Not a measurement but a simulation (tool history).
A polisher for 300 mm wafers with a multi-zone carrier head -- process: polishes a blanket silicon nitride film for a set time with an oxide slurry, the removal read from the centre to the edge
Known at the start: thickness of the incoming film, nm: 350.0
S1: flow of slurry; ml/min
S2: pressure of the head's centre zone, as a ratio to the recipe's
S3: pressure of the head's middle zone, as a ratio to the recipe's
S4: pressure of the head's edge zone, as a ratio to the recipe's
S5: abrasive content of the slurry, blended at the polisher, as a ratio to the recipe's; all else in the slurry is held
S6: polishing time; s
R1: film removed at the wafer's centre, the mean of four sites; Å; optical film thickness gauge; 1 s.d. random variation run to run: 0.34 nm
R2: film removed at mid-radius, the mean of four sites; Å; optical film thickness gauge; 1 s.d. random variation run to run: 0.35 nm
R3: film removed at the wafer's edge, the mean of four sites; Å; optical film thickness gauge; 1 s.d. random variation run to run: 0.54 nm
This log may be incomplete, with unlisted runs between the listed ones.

| run | hour | S1 | S2 | S3 | S4 | S5 | S6 | R1 | R2 | R3 |
|---|---|---|---|---|---|---|---|---|---|---|
| 1 | 0 | 155 | 1 | 1 | 1 | 1 | 35 | 320.17 | 323.28 | 320.29 |
| 2 | 6.7 | 165 | 1.01 | 1.01 | 1.04 | 1.1 | 36 | 350.85 | 353.51 | 349.49 |
| 3 | 12.6 | 165 | 1.02 | 1.01 | 1.07 | 1.2 | 38 | 381.62 | 390.71 | 390.3 |
| 4 | 14.8 | 170 | 1.04 | 1 | 1.09 | 1.25 | 39 | 405.28 | 400.7 | 401.67 |
| 5 | 15.3 | 170 | 1.04 | 1 | 1.17 | 1.25 | 39 | 407.99 | 403.29 | 412.07 |
| 6 | 23.9 | 170 | 1.04 | 1 | 1.17 | 1.25 | 32 | 335.92 | 326.34 | 338.03 |
| 7 | 31 | 170 | 1.04 | 0.99 | 1.17 | 1.3 | 35 | 368.9 | 364.83 | 382 |
| 8 | 32.1 | 175 | 1.05 | 0.99 | 1.17 | 1.35 | 37 | 401.75 | 393.92 | 407.39 |
| 9 | 38.8 | 175 | 1.06 | 0.98 | 1.17 | 1.4 | 39 | 434.87 | 416.5 | 435.13 |
| 10 | 44.7 | 180 | 1.06 | 0.98 | 1.17 | 1.4 | 40 | 443.06 | 426.27 | 441.62 |

Run 11 comes next. What will it give?
|  | 51.5 | edge zone pressure recalibrated |
| 11 | 51.5 | 170 | 1.06 | 0.98 | 1.17 | 1.4 | 41 | ? | ? | ? |

Run 11 came out at R1 452.32 Å, R2 438.29 Å, R3 465.1 Å.
